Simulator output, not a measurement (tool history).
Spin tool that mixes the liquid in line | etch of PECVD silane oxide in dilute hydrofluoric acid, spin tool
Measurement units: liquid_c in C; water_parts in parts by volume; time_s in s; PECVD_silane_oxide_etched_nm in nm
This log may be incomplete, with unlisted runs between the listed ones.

run 1 hour=0.0 | liquid_c=24.0 water_parts=270 time_s=195 | PECVD_silane_oxide_etched_nm=17.943
run 2 hour=6.8 | liquid_c=24.0 water_parts=270 time_s=195 | PECVD_silane_oxide_etched_nm=17.910
run 3 hour=9.0 | liquid_c=26.0 water_parts=235 time_s=195 | PECVD_silane_oxide_etched_nm=22.887
run 4 hour=17.8 | liquid_c=24.0 water_parts=235 time_s=195 | PECVD_silane_oxide_etched_nm=21.288
run 5 hour=22.5 | liquid_c=26.0 water_parts=215 time_s=195 | PECVD_silane_oxide_etched_nm=25.578
run 6 hour=23.9 | liquid_c=26.0 water_parts=285 time_s=195 | PECVD_silane_oxide_etched_nm=17.776
run 7 hour=28.8 | liquid_c=27.5 water_parts=250 time_s=195 | PECVD_silane_oxide_etched_nm=22.172
run 8 hour=32.0 | liquid_c=28.5 water_parts=225 time_s=195 | PECVD_silane_oxide_etched_nm=26.367
run 9 hour=36.5 | liquid_c=29.5 water_parts=205 time_s=195 | PECVD_silane_oxide_etched_nm=30.546
run 10 hour=41.7 | liquid_c=30.0 water_parts=195 time_s=195 | PECVD_silane_oxide_etched_nm=32.934
run 11 hour=46.8 | liquid_c=30.5 water_parts=190 time_s=195 | PECVD_silane_oxide_etched_nm=34.643

Estimate the outcome of run 12 from the log above:
run 12 hour=52.7 | liquid_c=31.0 water_parts=185 time_s=195 | PECVD_silane_oxide_etched_nm=?

Run 12 yielded PECVD_silane_oxide_etched_nm 36.728 nm.
